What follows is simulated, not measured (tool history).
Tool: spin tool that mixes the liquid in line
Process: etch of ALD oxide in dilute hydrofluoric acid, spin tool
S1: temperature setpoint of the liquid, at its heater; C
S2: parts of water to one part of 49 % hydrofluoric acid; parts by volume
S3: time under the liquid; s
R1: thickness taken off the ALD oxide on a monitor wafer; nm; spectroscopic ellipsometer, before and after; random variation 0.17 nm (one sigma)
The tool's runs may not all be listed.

run  hour    S1   S2   S3      R1
  1     0    20  145  280  27.154
  2   6.4    20  145  300  29.093
  3  10.6    17  145  300  25.913
  4  13.4    17  145  300  26.039
  5  19.1    19  145  300  27.881
  6  20.2    17  145  300  25.857
  7  25.7    18  145  300  26.884
  8  34.5    22  145  300  31.353
  9  43.1    22  145  300  31.313
       44  -- thermometer replaced
 10    44  22.5  145  300  29.664

Run 11 comes next. What will it give?
 11  46.5  23.5  145  300   ?

{"run 11": {"R1": 30.97}}
